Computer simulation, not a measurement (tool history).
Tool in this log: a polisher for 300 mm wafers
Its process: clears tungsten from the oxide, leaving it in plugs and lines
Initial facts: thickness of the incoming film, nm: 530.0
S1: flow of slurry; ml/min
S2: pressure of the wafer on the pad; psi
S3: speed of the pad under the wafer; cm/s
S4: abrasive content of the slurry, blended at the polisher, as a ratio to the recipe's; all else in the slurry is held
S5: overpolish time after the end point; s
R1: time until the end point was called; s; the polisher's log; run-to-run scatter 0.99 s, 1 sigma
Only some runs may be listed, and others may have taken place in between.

{"run": 1, "day": 0.0, "S1": 240, "S2": 4.7, "S3": 130, "S4": 1.0, "S5": 4, "R1": 65.046}
{"run": 2, "day": 0.254, "S1": 240, "S2": 4.7, "S3": 130, "S4": 1.15, "S5": 4, "R1": 64.232}
{"run": 3, "day": 0.3, "S1": 240, "S2": 4.1, "S3": 130, "S4": 1.15, "S5": 4, "R1": 71.815}
{"run": 4, "day": 0.5, "S1": 240, "S2": 3.7, "S3": 130, "S4": 1.15, "S5": 4, "R1": 80.795}
{"run": 5, "day": 0.679, "S1": 240, "S2": 4.5, "S3": 130, "S4": 1.15, "S5": 4, "R1": 66.135}
{"day": 0.979, "done": "slurry blender recalibrated"}
{"run": 6, "day": 0.979, "S1": 240, "S2": 4.0, "S3": 130, "S4": 1.15, "S5": 4, "R1": 71.763}

What does the tool deliver on the next run?
{"run": 7, "day": 1.096, "S1": 240, "S2": 3.5, "S3": 130, "S4": 1.15, "S5": 4, "R1": "?"}

{"run 7": {"R1": 80.101}}

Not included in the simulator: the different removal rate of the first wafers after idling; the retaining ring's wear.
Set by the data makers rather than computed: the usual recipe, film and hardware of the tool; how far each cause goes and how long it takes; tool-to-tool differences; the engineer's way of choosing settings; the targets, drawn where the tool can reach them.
